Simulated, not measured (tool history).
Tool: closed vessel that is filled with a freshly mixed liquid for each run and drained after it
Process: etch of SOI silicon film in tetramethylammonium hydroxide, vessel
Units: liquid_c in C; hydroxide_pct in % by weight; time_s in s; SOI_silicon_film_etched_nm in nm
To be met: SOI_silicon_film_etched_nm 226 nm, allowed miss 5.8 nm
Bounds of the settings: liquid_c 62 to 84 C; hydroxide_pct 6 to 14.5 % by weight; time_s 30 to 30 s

| run | hour | liquid_c | hydroxide_pct | time_s | SOI_silicon_film_etched_nm |
|---|---|---|---|---|---|
| 1 | 0 | 75 | 9.5 | 30 | 307.67 |
| 2 | 2.5 | 80.5 | 9.5 | 30 | 416.03 |
| 3 | 4.3 | 75 | 9.5 | 30 | 311.68 |
| 4 | 9.2 | 73.5 | 9.5 | 30 | 280.61 |
|  | 12.2 | thermometer replaced |
| 5 | 12.2 | 78.5 | 9.5 | 30 | 345.95 |
| 6 | 20.9 | 78.5 | 8 | 30 | 368.14 |
| 7 | 29.2 | 76 | 8 | 30 | 319.66 |
| 8 | 31.5 | 74 | 8 | 30 | 285.05 |
| 9 | 39.2 | 69 | 8 | 30 | 213.59 |

4 next moves are on the table. One of them brings every result within its allowed miss. Which?
| A | 46.9 | 67 | 7 | 30 | ? |
| B | 46.9 | 71.5 | 10.5 | 30 | ? |
| C | 46.9 | 67.5 | 7 | 30 | ? |
| D | 46.9 | 68.5 | 8 | 30 | ? |

| move | SOI_silicon_film_etched_nm |
|---|---|
| A | 196.71 |
| B | 224.1 |
| C | 202.67 |
| D | 207.03 |
A: further off than the last run
B: meets every target
C: further off than the last run
D: further off than the last run
The right move is B.
